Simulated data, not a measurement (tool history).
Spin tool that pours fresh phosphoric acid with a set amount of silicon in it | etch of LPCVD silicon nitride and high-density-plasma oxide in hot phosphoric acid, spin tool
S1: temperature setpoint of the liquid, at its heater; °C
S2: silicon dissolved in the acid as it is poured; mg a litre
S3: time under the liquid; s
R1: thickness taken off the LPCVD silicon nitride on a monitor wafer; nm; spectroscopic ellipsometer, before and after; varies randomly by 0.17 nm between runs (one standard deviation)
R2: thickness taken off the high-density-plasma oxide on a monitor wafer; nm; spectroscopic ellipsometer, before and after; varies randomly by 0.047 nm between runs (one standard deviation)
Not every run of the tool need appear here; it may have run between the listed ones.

run 1 hour=0.0 | S1=160.0 S2=18.5 S3=180 | R1=15.359 R2=0.56898
run 2 hour=0.8 | S1=160.5 S2=19.0 S3=190 | R1=16.504 R2=0.57169
run 3 hour=8.8 | S1=161.0 S2=18.0 S3=200 | R1=17.795 R2=0.65011
run 4 hour=9.4 | S1=159.5 S2=18.0 S3=200 | R1=17.000 R2=0.63216
run 5 hour=14.3 | S1=159.5 S2=23.0 S3=200 | R1=16.910 R2=0.52981
run 6 hour=22.5 | S1=159.5 S2=23.0 S3=250 | R1=21.222 R2=0.67722

Forecast run 7:
run 7 hour=29.8 | S1=162.0 S2=21.0 S3=290 | R1=? R2=?

R1: 26.613 nm
R2: 1.08380 nm
